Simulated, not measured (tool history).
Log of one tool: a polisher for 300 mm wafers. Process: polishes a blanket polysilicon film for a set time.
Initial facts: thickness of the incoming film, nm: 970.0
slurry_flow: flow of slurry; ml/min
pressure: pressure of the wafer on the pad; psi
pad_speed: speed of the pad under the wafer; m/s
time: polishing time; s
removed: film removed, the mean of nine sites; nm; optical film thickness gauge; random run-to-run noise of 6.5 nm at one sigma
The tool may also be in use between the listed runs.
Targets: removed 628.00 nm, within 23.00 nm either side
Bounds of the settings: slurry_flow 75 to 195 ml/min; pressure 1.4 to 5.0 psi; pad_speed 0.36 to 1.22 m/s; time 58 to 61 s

run	hour	slurry_flow	pressure	pad_speed	time	removed
1	0.0	125	3.2	0.78	58	391.93
2	0.6	130	3.6	0.78	58	428.45
3	3.5	130	3.1	0.78	58	382.44
4	11.2	135	3.6	0.78	58	433.70
5	19.4	135	4.0	0.78	58	458.09
6	20.4	120	4.0	0.78	58	457.05
7	22.3	125	4.3	0.80	58	479.81
8	28.3	130	4.5	0.82	58	524.85
9	30.1	135	4.6	0.84	58	545.35
10	30.7	135	4.7	0.86	58	566.00
11	35.5	135	4.8	0.86	58	582.51
12	40.6	140	4.9	0.86	58	587.06
13	43.8	140	4.9	0.88	58	601.04

Exactly one of the 5 candidate moves below puts every result within its allowed miss. Which one?
A	47.0	105	5.0	0.94	59	?
B	47.0	135	4.7	0.82	59	?
C	47.0	140	4.7	0.84	58	?
D	47.0	150	4.9	0.78	59	?
E	47.0	120	5.0	0.80	61	?

move	removed
A	630.19
B	549.57
C	556.12
D	548.08
E	569.52
A: every result lands within tolerance
B: its largest miss is bigger than the last run's
C: its largest miss is bigger than the last run's
D: its largest miss is bigger than the last run's
E: its largest miss is bigger than the last run's
Answer: A
